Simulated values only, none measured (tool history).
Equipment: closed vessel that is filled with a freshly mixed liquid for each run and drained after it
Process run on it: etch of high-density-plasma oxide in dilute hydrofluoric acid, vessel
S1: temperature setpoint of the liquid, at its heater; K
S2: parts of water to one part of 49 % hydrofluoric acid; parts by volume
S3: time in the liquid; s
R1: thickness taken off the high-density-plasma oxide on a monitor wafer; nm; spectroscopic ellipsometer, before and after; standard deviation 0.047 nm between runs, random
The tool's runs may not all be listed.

run  hour      S1   S2   S3      R1
  1   0.0  297.15  275  465  8.6548
  2   7.6  300.15  275  465  9.6334
  3  16.8  298.65  290  465  8.4340
  4  23.5  297.15  300  465  7.7092
  5  31.5  296.15  310  465  7.1749
  6  37.3  295.15  315  465  6.6563
  7  42.1  294.15  320  465  6.2942
  8  51.7  293.65  325  465  6.0979
  9  60.8  293.15  330  465  5.8801

Forecast run 10:
 10  68.7  292.65  330  465   ?

R1: 5.7196 nm
